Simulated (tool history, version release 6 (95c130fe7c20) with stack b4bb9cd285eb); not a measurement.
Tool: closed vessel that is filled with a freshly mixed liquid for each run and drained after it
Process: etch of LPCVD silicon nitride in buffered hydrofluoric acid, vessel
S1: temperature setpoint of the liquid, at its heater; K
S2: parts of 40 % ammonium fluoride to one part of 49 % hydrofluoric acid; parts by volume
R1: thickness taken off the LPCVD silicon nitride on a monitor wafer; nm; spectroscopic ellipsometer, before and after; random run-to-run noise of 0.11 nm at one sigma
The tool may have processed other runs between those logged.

Run 1, day 0: S1 294.15 K, S2 10 parts by volume, time in the liquid (s) 1125. Result: R1 12.905 nm.
Run 2, day 0.167: S1 294.15 K, S2 10 parts by volume, time in the liquid (s) 1125. Result: R1 12.742 nm.
Run 3, day 0.479: S1 294.15 K, S2 10 parts by volume, time in the liquid (s) 1200. Result: R1 13.535 nm.
Run 4, day 0.617: S1 297.15 K, S2 10 parts by volume, time in the liquid (s) 1200. Result: R1 16.08 nm.
Run 5, day 0.792: S1 295.65 K, S2 10 parts by volume, time in the liquid (s) 1200. Result: R1 14.626 nm.
Run 6, day 0.95: S1 294.15 K, S2 10 parts by volume, time in the liquid (s) 1200. Result: R1 13.549 nm.
Run 7, day 1.004: S1 296.15 K, S2 10 parts by volume, time in the liquid (s) 1200. Result: R1 14.975 nm.

The next listed run, before its measurement:
Run 8, day 1.071: S1 298.15 K, S2 10 parts by volume, time in the liquid (s) 1200. Result: R1 ?.

{"run 8": {"R1": 16.86}}

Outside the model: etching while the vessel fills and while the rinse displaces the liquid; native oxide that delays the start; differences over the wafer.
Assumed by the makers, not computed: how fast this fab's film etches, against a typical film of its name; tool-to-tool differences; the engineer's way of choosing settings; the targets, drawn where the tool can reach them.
